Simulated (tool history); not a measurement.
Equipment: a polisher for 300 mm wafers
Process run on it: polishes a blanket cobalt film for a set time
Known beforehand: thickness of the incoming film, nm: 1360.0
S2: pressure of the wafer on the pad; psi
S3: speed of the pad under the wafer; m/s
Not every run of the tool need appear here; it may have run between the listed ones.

Run 1, day 0: flow of slurry (ml/min) 255, S2 2.2 psi, S3 0.88 m/s, polishing time (s) 126. Result: film removed (nm) 636.08.
Run 2, day 0.325: flow of slurry (ml/min) 255, S2 2.2 psi, S3 0.88 m/s, polishing time (s) 126. Result: film removed (nm) 649.13.
Run 3, day 0.362: flow of slurry (ml/min) 255, S2 2 psi, S3 0.88 m/s, polishing time (s) 126. Result: film removed (nm) 592.27.
Run 4, day 0.408: flow of slurry (ml/min) 255, S2 2 psi, S3 0.88 m/s, polishing time (s) 132. Result: film removed (nm) 614.94.
Run 5, day 0.529: flow of slurry (ml/min) 300, S2 2 psi, S3 0.88 m/s, polishing time (s) 132. Result: film removed (nm) 624.93.
Run 6, day 0.75: flow of slurry (ml/min) 300, S2 1.8 psi, S3 0.88 m/s, polishing time (s) 132. Result: film removed (nm) 581.87.
Run 7, day 0.854: flow of slurry (ml/min) 300, S2 1.6 psi, S3 0.88 m/s, polishing time (s) 132. Result: film removed (nm) 507.64.

The next listed run, before its measurement:
Run 8, day 0.925: flow of slurry (ml/min) 300, S2 1.5 psi, S3 0.88 m/s, polishing time (s) 132. Result: film removed (nm) ?.

{"run 8": {"film removed (nm)": 474.44}}
